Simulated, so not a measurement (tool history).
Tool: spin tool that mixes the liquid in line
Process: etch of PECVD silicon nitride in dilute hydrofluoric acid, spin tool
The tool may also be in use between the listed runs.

| run | hour | temperature setpoint of the liquid (C) | parts of water to one part of 49 % hydrofluoric acid (parts by volume) | time under the liquid (s) | thickness taken off the PECVD silicon nitride on a monitor wafer (Å) |
|---|---|---|---|---|---|
| 1 | 0 | 22 | 95 | 285 | 46.708 |
| 2 | 8.1 | 25 | 95 | 285 | 56.473 |
| 3 | 14.8 | 25.5 | 95 | 285 | 59.518 |
| 4 | 20.5 | 23 | 95 | 285 | 49.813 |
| 5 | 21.5 | 23.5 | 95 | 285 | 51.198 |
| 6 | 25.3 | 25 | 95 | 285 | 56.466 |
| 7 | 27.6 | 25.5 | 95 | 285 | 58.205 |

The next listed run, before its measurement:
| 8 | 28.8 | 26 | 95 | 285 | ? |

{"run 8": {"thickness taken off the PECVD silicon nitride on a monitor wafer (Å)": 60.011}}

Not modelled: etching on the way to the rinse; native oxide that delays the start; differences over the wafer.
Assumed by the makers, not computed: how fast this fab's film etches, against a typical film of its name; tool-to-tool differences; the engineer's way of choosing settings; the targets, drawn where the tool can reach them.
